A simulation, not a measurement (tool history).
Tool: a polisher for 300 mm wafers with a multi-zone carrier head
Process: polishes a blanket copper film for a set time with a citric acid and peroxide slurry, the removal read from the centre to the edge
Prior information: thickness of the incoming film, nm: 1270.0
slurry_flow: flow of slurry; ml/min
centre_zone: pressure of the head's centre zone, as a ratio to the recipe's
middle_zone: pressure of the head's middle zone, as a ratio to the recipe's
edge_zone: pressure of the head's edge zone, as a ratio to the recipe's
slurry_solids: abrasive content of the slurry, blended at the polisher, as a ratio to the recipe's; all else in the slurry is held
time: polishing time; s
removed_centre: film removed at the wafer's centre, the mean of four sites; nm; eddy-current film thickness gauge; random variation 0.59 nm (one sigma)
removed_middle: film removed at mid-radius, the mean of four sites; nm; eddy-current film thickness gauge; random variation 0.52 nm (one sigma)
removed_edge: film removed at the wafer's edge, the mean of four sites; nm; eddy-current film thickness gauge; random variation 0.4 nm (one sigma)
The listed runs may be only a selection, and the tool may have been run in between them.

run    day  slurry_flow  centre_zone  middle_zone  edge_zone  slurry_solids  time  removed_centre  removed_middle  removed_edge
  1  0.000          320         1.00         1.00       1.00           1.00    53          73.783          74.146        75.134
  2  0.338          320         1.06         1.00       1.00           1.00    53          77.165          75.396        76.064
  3  0.442          320         1.10         1.00       1.00           1.00    53          80.485          75.805        76.500
  4  0.783          270         1.10         1.00       1.00           1.00    53          77.822          73.258        74.208
  5  0.975          250         1.11         0.96       0.94           0.95    53          76.985          69.698        71.861
  6  1.117          245         1.14         0.94       0.90           0.85    53          76.863          65.307        68.565
  7  1.142          240         1.15         0.93       0.87           0.85    53          77.261          65.438        67.919

Predict the results of run 8:
  8  1.504          235         1.16         0.92       0.85           0.80    53               ?               ?             ?

Run 8 measured removed_centre 77.211 nm, removed_middle 64.392 nm, removed_edge 66.059 nm.
